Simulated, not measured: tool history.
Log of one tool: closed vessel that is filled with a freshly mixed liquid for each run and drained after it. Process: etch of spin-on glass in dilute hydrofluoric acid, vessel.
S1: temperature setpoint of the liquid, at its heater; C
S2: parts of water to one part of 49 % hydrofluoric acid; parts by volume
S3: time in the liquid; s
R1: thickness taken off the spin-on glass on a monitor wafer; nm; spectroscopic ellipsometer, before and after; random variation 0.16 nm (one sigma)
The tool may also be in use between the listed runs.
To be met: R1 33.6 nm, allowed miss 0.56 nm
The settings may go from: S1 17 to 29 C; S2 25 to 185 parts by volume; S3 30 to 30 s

run    day    S1   S2  S3      R1
  1      0    21  105  30  12.697
  2  0.154    21  120  30  10.911
  3  0.379    21   90  30  15.087
  4  0.562    21   90  30  15.087
  5  0.942    21   90  30  15.259
  6  1.029    22   85  30  16.801
  7  1.121    23   80  30  18.665
  8  1.275    24   75  30  20.828
  9  1.379  24.5   70  30  22.939

5 next moves are on the table. One of them brings every result within its allowed miss. Which?
  A  1.483  26.5  55  30   ?
  B  1.483    24  50  30   ?
  C  1.483    26  50  30   ?
  D  1.483    25  50  30   ?
  E  1.483  28.5  60  30   ?

move      R1
   A  32.373
   B  32.388
   C  35.144
   D  33.743
   E  31.903
A: nearer than the last run, and not there yet
B: nearer than the last run, and not there yet
C: takes the result that was furthest off past its target
D: meets every target
E: nearer than the last run, and not there yet
Answer: D
